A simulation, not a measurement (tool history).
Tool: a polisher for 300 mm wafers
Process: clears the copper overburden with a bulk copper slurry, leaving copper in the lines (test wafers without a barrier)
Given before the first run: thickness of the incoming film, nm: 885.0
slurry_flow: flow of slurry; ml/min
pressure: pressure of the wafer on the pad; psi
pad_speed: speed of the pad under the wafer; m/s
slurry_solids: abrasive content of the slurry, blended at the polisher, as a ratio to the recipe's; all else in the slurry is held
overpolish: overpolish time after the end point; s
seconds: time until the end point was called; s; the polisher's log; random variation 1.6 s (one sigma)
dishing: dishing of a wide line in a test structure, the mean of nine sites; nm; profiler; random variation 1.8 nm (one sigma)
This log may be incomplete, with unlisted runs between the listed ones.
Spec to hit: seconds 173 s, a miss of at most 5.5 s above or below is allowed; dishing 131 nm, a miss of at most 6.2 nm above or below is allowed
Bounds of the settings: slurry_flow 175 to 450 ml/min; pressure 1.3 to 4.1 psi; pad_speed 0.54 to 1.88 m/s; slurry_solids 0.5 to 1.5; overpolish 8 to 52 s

run 1 hour=0 | slurry_flow=290 pressure=2.7 pad_speed=1.2 slurry_solids=1 overpolish=26 | seconds=92.529 dishing=151.12
run 2 hour=0.7 | slurry_flow=290 pressure=2.5 pad_speed=1.18 slurry_solids=1 overpolish=29 | seconds=100.76 dishing=147.16
run 3 hour=9.5 | slurry_flow=290 pressure=2.3 pad_speed=1.16 slurry_solids=1 overpolish=32 | seconds=108.81 dishing=148.89
run 4 hour=11.6 | slurry_flow=290 pressure=2.1 pad_speed=1.14 slurry_solids=1 overpolish=34 | seconds=120.36 dishing=143.18
-- hour=14.3 slurry blender recalibrated
run 5 hour=14.3 | slurry_flow=290 pressure=2 pad_speed=1.12 slurry_solids=1 overpolish=36 | seconds=120.66 dishing=140.93
run 6 hour=15.1 | slurry_flow=290 pressure=1.9 pad_speed=1.08 slurry_solids=1 overpolish=38 | seconds=127.71 dishing=144.16
run 7 hour=23.7 | slurry_flow=290 pressure=1.8 pad_speed=1.04 slurry_solids=1 overpolish=39 | seconds=139.8 dishing=135.2
run 8 hour=30.7 | slurry_flow=290 pressure=1.7 pad_speed=1.02 slurry_solids=1 overpolish=40 | seconds=151.78 dishing=132.01
run 9 hour=37.9 | slurry_flow=290 pressure=1.6 pad_speed=1.02 slurry_solids=1 overpolish=41 | seconds=155.53 dishing=126.85

Exactly one of the 4 candidate moves below puts every result within its allowed miss. Which one?
run A hour=45.1 | slurry_flow=275 pressure=2 pad_speed=0.68 slurry_solids=1.2 overpolish=47 | seconds=? dishing=?
run B hour=45.1 | slurry_flow=205 pressure=2.1 pad_speed=0.7 slurry_solids=1.05 overpolish=46 | seconds=? dishing=?
run C hour=45.1 | slurry_flow=255 pressure=1.5 pad_speed=0.98 slurry_solids=1 overpolish=50 | seconds=? dishing=?
run D hour=45.1 | slurry_flow=330 pressure=1.4 pad_speed=1.28 slurry_solids=1 overpolish=34 | seconds=? dishing=?

move=A seconds=185.62 dishing=129.01
move=B seconds=181.36 dishing=130.34
move=C seconds=171.59 dishing=129.68
move=D seconds=137.64 dishing=118.54
A: pushes the last run's worst result past its target
B: pushes the last run's worst result past its target
C: every result within its allowed miss
D: misses by more than the last run did
The right move is C.
